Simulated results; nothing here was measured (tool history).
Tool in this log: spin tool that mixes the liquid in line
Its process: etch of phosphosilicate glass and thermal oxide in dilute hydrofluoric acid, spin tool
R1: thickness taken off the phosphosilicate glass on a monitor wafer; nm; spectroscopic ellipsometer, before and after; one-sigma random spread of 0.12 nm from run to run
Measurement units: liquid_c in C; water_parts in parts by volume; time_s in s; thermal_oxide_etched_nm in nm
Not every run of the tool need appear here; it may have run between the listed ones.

Run 1, hour 0.0: liquid_c 22.0 C, water_parts 175 parts by volume, time_s 30 s. Result: R1 21.618 nm, thermal_oxide_etched_nm 0.65372 nm.
Run 2, hour 8.2: liquid_c 23.0 C, water_parts 175 parts by volume, time_s 30 s. Result: R1 22.574 nm, thermal_oxide_etched_nm 0.65991 nm.
Run 3, hour 9.6: liquid_c 23.5 C, water_parts 175 parts by volume, time_s 30 s. Result: R1 23.007 nm, thermal_oxide_etched_nm 0.70328 nm.
Run 4, hour 16.0: liquid_c 23.5 C, water_parts 175 parts by volume, time_s 25 s. Result: R1 19.087 nm, thermal_oxide_etched_nm 0.58788 nm.
Run 5, hour 19.4: liquid_c 20.0 C, water_parts 175 parts by volume, time_s 25 s. Result: R1 16.833 nm, thermal_oxide_etched_nm 0.49013 nm.
Run 6, hour 27.7: liquid_c 22.5 C, water_parts 175 parts by volume, time_s 25 s. Result: R1 18.328 nm, thermal_oxide_etched_nm 0.55797 nm.
Run 7, hour 32.0: liquid_c 24.0 C, water_parts 170 parts by volume, time_s 25 s. Result: R1 20.310 nm, thermal_oxide_etched_nm 0.62654 nm.
Run 8, hour 33.9: liquid_c 25.0 C, water_parts 170 parts by volume, time_s 25 s. Result: R1 21.039 nm, thermal_oxide_etched_nm 0.60669 nm.
Run 9, hour 39.9: liquid_c 25.5 C, water_parts 170 parts by volume, time_s 25 s. Result: R1 21.381 nm, thermal_oxide_etched_nm 0.66456 nm.
Run 10, hour 47.1: liquid_c 26.0 C, water_parts 170 parts by volume, time_s 25 s. Result: R1 21.698 nm, thermal_oxide_etched_nm 0.67045 nm.

Forecast run 11:
Run 11, hour 51.2: liquid_c 26.5 C, water_parts 170 parts by volume, time_s 25 s. Result: R1 ?, thermal_oxide_etched_nm ?.

{"run 11": {"R1": 22.348, "thermal_oxide_etched_nm": 0.71084}}
